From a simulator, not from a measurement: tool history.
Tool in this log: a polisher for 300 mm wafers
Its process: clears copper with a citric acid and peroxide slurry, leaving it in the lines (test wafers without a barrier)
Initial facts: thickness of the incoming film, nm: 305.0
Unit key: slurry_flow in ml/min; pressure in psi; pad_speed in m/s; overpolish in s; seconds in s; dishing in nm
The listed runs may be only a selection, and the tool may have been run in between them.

run  hour  slurry_flow  pressure  pad_speed  slurry_solids  overpolish  seconds  dishing
  1     0          200       3.9          1              1          14   122.43   27.655
  2   3.5          200       3.3          1              1          14   148.42   24.789
  3   6.9          200       4.3          1              1          14   111.38   30.127
  4   8.3          200       3.8          1              1          16   123.71   29.976
  5  15.4          200       3.8          1              1          11   125.65   22.479
  6  19.8          200       3.8        1.2              1          11   105.25   25.158
  7  21.1          200       3.3       1.16              1          13   124.33   25.418
  8  28.5          200       2.9       1.14              1          15   142.15   25.758
  9  31.7          200       1.8        1.1              1          21   233.02   22.042
 10  33.3          200       1.9        1.1              1          22   223.37   23.555

Run 11 has not been measured yet. What should we expect?
 11  35.7          200         2        1.1              1          23        ?        ?

seconds: 214.7 s
dishing: 26.786 nm
